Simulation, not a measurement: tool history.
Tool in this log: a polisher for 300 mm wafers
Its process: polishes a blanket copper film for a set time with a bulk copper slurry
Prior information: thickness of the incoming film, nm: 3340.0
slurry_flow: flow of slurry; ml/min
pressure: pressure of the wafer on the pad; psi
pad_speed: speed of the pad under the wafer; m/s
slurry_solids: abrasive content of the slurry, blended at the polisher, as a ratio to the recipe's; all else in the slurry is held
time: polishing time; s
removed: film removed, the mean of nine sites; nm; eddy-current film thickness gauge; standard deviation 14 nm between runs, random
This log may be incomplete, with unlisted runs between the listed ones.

Run 1, hour 0: slurry_flow 295 ml/min, pressure 2.6 psi, pad_speed 0.86 m/s, slurry_solids 1, time 93 s. Result: removed 654.44 nm.
Run 2, hour 3.8: slurry_flow 295 ml/min, pressure 2.8 psi, pad_speed 0.86 m/s, slurry_solids 1, time 93 s. Result: removed 709.87 nm.
Run 3, hour 7.8: slurry_flow 295 ml/min, pressure 2.8 psi, pad_speed 0.86 m/s, slurry_solids 1.15, time 93 s. Result: removed 727.31 nm.
Run 4, hour 9: slurry_flow 245 ml/min, pressure 2.8 psi, pad_speed 0.86 m/s, slurry_solids 1.15, time 93 s. Result: removed 723.73 nm.
Run 5, hour 10.6: slurry_flow 245 ml/min, pressure 3 psi, pad_speed 0.86 m/s, slurry_solids 1.15, time 93 s. Result: removed 744.88 nm.
Run 6, hour 12.6: slurry_flow 245 ml/min, pressure 3 psi, pad_speed 0.86 m/s, slurry_solids 1.15, time 93 s. Result: removed 744.32 nm.
At hour 15.6: slurry nozzle cleaned.
Run 7, hour 15.6: slurry_flow 250 ml/min, pressure 3.2 psi, pad_speed 0.88 m/s, slurry_solids 1.15, time 93 s. Result: removed 859.88 nm.
Run 8, hour 20.7: slurry_flow 255 ml/min, pressure 3.3 psi, pad_speed 0.88 m/s, slurry_solids 1.15, time 93 s. Result: removed 902.47 nm.

Forecast run 9:
Run 9, hour 24.3: slurry_flow 265 ml/min, pressure 3.4 psi, pad_speed 0.88 m/s, slurry_solids 1.15, time 93 s. Result: removed ?.

removed: 919.54 nm
